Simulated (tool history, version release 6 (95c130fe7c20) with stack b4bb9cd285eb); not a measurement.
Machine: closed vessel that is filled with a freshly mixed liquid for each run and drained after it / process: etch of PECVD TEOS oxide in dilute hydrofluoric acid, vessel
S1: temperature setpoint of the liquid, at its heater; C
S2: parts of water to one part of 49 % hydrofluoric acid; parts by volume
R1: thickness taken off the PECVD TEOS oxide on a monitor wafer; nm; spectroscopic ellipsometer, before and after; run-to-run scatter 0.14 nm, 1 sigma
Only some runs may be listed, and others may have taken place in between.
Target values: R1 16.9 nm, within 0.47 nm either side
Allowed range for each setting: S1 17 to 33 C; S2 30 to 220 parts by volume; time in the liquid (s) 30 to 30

Run 1, hour 0: S1 25 C, S2 125 parts by volume, time in the liquid (s) 30. Result: R1 5.9269 nm.
Run 2, hour 6.5: S1 26 C, S2 115 parts by volume, time in the liquid (s) 30. Result: R1 6.7243 nm.
Run 3, hour 8: S1 26 C, S2 115 parts by volume, time in the liquid (s) 30. Result: R1 6.74 nm.
Run 4, hour 13.7: S1 26.5 C, S2 105 parts by volume, time in the liquid (s) 30. Result: R1 7.5702 nm.
Run 5, hour 16.6: S1 26.5 C, S2 105 parts by volume, time in the liquid (s) 30. Result: R1 7.6436 nm.
Run 6, hour 22.4: S1 27 C, S2 100 parts by volume, time in the liquid (s) 30. Result: R1 8.2376 nm.
Run 7, hour 30.1: S1 27.5 C, S2 95 parts by volume, time in the liquid (s) 30. Result: R1 8.9344 nm.
Run 8, hour 35.6: S1 28 C, S2 90 parts by volume, time in the liquid (s) 30. Result: R1 9.6073 nm.
Run 9, hour 37.8: S1 28.5 C, S2 85 parts by volume, time in the liquid (s) 30. Result: R1 10.394 nm.
Run 10, hour 40.5: S1 29 C, S2 80 parts by volume, time in the liquid (s) 30. Result: R1 11.38 nm.
At hour 45.5: hydrofluoric acid flow meter replaced.
Run 11, hour 45.5: S1 29.5 C, S2 80 parts by volume, time in the liquid (s) 30. Result: R1 12.723 nm.
Run 12, hour 53: S1 30 C, S2 80 parts by volume, time in the liquid (s) 30. Result: R1 12.747 nm.
Run 13, hour 54.3: S1 33 C, S2 55 parts by volume, time in the liquid (s) 30. Result: R1 21.948 nm.
Run 14, hour 54.9: S1 32.5 C, S2 55 parts by volume, time in the liquid (s) 30. Result: R1 21.131 nm.
Run 15, hour 57.2: S1 32 C, S2 55 parts by volume, time in the liquid (s) 30. Result: R1 21.159 nm.
Run 16, hour 62.9: S1 28 C, S2 60 parts by volume, time in the liquid (s) 30. Result: R1 16.289 nm.

Which one of the following 5 next-run settings gets every result inside its allowed miss? There is exactly one.
Run A, hour 68.6: S1 29.5 C, S2 65 parts by volume, time in the liquid (s) 30. Result: R1 ?.
Run B, hour 68.6: S1 26.5 C, S2 60 parts by volume, time in the liquid (s) 30. Result: R1 ?.
Run C, hour 68.6: S1 27 C, S2 60 parts by volume, time in the liquid (s) 30. Result: R1 ?.
Run D, hour 68.6: S1 24 C, S2 55 parts by volume, time in the liquid (s) 30. Result: R1 ?.
Run E, hour 68.6: S1 26.5 C, S2 55 parts by volume, time in the liquid (s) 30. Result: R1 ?.

move      R1
   A  15.879
   B  15.393
   C  15.703
   D  15.278
   E   16.91
A: its largest miss is bigger than the last run's
B: its largest miss is bigger than the last run's
C: its largest miss is bigger than the last run's
D: its largest miss is bigger than the last run's
E: meets every target
E is the move that brings every result within its allowed miss.
